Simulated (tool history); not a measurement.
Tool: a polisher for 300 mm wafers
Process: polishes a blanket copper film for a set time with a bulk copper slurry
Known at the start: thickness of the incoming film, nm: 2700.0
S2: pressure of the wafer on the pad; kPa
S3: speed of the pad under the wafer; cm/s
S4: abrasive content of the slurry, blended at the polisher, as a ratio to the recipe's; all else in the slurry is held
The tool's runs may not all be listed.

{"run": 1, "hour": 0.0, "flow of slurry (ml/min)": 210, "S2": 20.7, "S3": 134, "S4": 1.0, "polishing time (s)": 27, "film removed (nm)": 359.32}
{"run": 2, "hour": 2.7, "flow of slurry (ml/min)": 215, "S2": 23.4, "S3": 134, "S4": 1.0, "polishing time (s)": 27, "film removed (nm)": 414.88}
{"run": 3, "hour": 6.9, "flow of slurry (ml/min)": 225, "S2": 24.8, "S3": 134, "S4": 1.0, "polishing time (s)": 27, "film removed (nm)": 436.36}
{"run": 4, "hour": 15.7, "flow of slurry (ml/min)": 225, "S2": 26.2, "S3": 134, "S4": 1.0, "polishing time (s)": 27, "film removed (nm)": 455.16}
{"run": 5, "hour": 17.4, "flow of slurry (ml/min)": 225, "S2": 26.2, "S3": 134, "S4": 1.2, "polishing time (s)": 27, "film removed (nm)": 471.66}
{"run": 6, "hour": 25.3, "flow of slurry (ml/min)": 200, "S2": 26.2, "S3": 134, "S4": 1.2, "polishing time (s)": 27, "film removed (nm)": 465.99}
{"run": 7, "hour": 28.0, "flow of slurry (ml/min)": 205, "S2": 26.9, "S3": 134, "S4": 1.2, "polishing time (s)": 27, "film removed (nm)": 484.01}

Forecast run 8:
{"run": 8, "hour": 29.4, "flow of slurry (ml/min)": 205, "S2": 27.6, "S3": 134, "S4": 1.2, "polishing time (s)": 27, "film removed (nm)": "?"}

Run 8 gave film removed (nm) 494.96.
